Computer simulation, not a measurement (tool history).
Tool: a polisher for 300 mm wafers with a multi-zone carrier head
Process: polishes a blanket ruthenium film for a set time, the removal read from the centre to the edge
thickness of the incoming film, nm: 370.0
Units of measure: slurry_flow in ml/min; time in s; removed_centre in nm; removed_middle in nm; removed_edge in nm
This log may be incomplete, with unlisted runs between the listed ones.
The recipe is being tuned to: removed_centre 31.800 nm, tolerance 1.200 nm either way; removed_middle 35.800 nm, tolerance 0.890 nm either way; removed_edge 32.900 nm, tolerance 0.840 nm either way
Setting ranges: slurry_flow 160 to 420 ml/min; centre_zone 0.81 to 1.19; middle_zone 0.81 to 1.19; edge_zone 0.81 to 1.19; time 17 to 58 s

run,day,slurry_flow,centre_zone,middle_zone,edge_zone,time,removed_centre,removed_middle,removed_edge
1,0.000,270,1.00,1.00,1.00,37,39.910,40.235,41.081
2,0.083,265,0.98,1.01,0.96,36,37.683,39.495,39.184
3,0.117,260,0.97,1.01,0.93,35,35.786,38.077,37.599
4,0.154,255,0.97,1.02,0.90,34,34.609,37.641,36.113
5,0.504,250,0.97,1.02,0.88,34,34.736,36.985,35.551
6,0.804,240,0.96,1.03,0.86,34,34.066,37.250,34.873
7,0.842,230,0.95,1.03,0.85,34,33.142,36.992,35.088
8,0.904,230,0.95,1.03,0.84,34,34.146,37.172,34.512
9,1.075,225,0.94,1.03,0.83,34,33.365,37.246,34.240
10,1.154,220,0.94,1.03,0.82,34,33.285,37.251,33.369
11,1.421,215,0.93,1.02,0.83,34,32.821,36.895,33.825
12,1.483,210,0.93,1.01,0.83,34,32.375,35.813,33.600
13,1.842,205,0.93,1.01,0.82,34,32.170,36.307,33.906

Consider the 4 candidate settings below. Which is the only one whose results all fall within their allowed miss of target?
A,2.200,210,0.96,0.98,0.82,35,?,?,?
B,2.200,200,0.86,1.07,0.83,33,?,?,?
C,2.200,235,0.99,1.02,0.81,33,?,?,?
D,2.200,315,0.91,1.01,0.81,32,?,?,?

move,removed_centre,removed_middle,removed_edge
A,34.219,36.275,35.090
B,28.891,36.623,33.065
C,33.751,35.872,33.233
D,31.259,35.576,32.981
A: lands further from the targets than the last run did
B: the worst result of the last run now meets its target, but another is out of spec
C: the worst result of the last run now meets its target, but another is out of spec
D: all results land within tolerance of their targets
So the answer is move D, the one that meets all the targets.
